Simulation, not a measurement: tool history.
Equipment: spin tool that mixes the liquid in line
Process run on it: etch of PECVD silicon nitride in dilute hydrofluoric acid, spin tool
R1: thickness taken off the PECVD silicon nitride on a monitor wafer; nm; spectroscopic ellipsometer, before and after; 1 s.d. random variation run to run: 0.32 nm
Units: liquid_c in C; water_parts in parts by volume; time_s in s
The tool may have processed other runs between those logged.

run 1 hour=0 | liquid_c=26 water_parts=70 time_s=190 | R1=13.437
run 2 hour=1.3 | liquid_c=27 water_parts=65 time_s=190 | R1=15.327
run 3 hour=6.8 | liquid_c=28 water_parts=60 time_s=190 | R1=17.728
run 4 hour=13.6 | liquid_c=29.5 water_parts=60 time_s=190 | R1=19.781
run 5 hour=19.3 | liquid_c=29.5 water_parts=60 time_s=205 | R1=21.263
run 6 hour=28.2 | liquid_c=33 water_parts=60 time_s=205 | R1=26.08
run 7 hour=32.7 | liquid_c=33 water_parts=55 time_s=205 | R1=28.748

Forecast run 8:
run 8 hour=41.3 | liquid_c=33.5 water_parts=50 time_s=205 | R1=?

{"run 8": {"R1": 32.67}}

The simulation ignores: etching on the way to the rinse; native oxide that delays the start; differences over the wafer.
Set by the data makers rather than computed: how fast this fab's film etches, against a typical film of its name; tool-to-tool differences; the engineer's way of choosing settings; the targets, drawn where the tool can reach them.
